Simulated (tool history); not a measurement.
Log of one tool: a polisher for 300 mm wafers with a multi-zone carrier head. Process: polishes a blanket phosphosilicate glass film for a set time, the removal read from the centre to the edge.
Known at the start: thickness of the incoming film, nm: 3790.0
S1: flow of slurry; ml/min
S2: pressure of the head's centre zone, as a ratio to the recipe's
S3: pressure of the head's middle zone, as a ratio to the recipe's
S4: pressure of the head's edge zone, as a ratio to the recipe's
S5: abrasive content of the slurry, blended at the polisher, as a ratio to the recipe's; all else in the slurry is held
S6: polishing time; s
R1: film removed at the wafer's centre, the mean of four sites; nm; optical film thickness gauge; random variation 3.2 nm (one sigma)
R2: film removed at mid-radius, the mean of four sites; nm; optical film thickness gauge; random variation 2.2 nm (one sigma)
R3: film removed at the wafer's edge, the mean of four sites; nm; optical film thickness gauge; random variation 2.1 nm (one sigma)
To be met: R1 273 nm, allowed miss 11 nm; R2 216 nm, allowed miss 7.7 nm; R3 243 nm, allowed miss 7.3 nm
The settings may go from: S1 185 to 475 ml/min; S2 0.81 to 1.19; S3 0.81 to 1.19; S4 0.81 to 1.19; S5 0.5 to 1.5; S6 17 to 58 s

run  hour   S1    S2    S3    S4    S5  S6      R1      R2      R3
  1     0  305     1     1     1     1  37  354.48  366.84  335.25
  2   7.7  305     1  1.06     1     1  37  365.07  381.56  338.37
  3  12.7  300  1.03  1.02  1.03   0.9  36  342.02  334.64  314.77
  4  16.3  300   1.1  1.02  1.03   0.9  36  366.98  341.79  320.32
  5  23.9  300  1.03  1.02  1.03   0.9  36     345  331.96  319.71
  6  24.8  300  1.03  1.02  1.09   0.9  36  346.26  341.09  327.41
  7  30.2  295  1.04  0.99  1.06  0.85  36  346.35  320.59   309.6
  8  38.4  290  1.02  0.96  1.08   0.8  36   317.7  307.18  310.45
  9  40.3  285  1.04  0.94  1.07  0.75  35  306.86  282.09  291.21
 10  43.8  255  1.05  0.84  0.97   0.5  35  255.63  214.12  226.84
 11  51.2  260  1.06  0.84  0.98   0.5  35  262.16  209.03  230.99
     58.1  -- edge zone pressure recalibrated
 12  58.1  265  1.06  0.84  0.99   0.5  35  260.86  211.97  241.76
 13  66.4  265  1.07  0.84  0.99   0.5  35  259.96  208.19  240.05
 14  68.8  285  1.11  0.88  0.99  0.55  35  286.34  234.55  248.89
 15  70.5  275  1.11  0.87  0.99  0.55  35  280.68  228.68  250.96
 16  71.7  275  1.11  0.87  0.99  0.55  35  286.83  226.28  253.32
 17  78.8  270  1.11  0.87  0.99  0.55  35  282.55   228.2  252.17
 18  80.6  265  1.11  0.86  0.99  0.55  35  284.58  222.04  249.82
 19  85.9  260   1.1  0.86  0.99  0.55  35  274.78  224.36  252.13

4 next moves are on the table. One of them brings every result within its allowed miss. Which?
  A  91.2  335  1.13   0.9  0.94  0.55  35   ?   ?   ?
  B  91.2  250  1.07  0.83  0.93   0.7  31   ?   ?   ?
  C  91.2  305   1.1  0.86  1.02  0.55  36   ?   ?   ?
  D  91.2  290  1.13  0.81  1.01   0.5  35   ?   ?   ?

move      R1      R2      R3
   A  291.76  236.41  244.13
   B  270.16  216.88  239.33
   C  290.31  232.97  260.19
   D  275.22  204.79  239.43
A: brings the result that was furthest off to its target, and leaves another outside
B: meets every target
C: further off than the last run
D: brings the result that was furthest off to its target, and leaves another outside
Move B is the one to make.
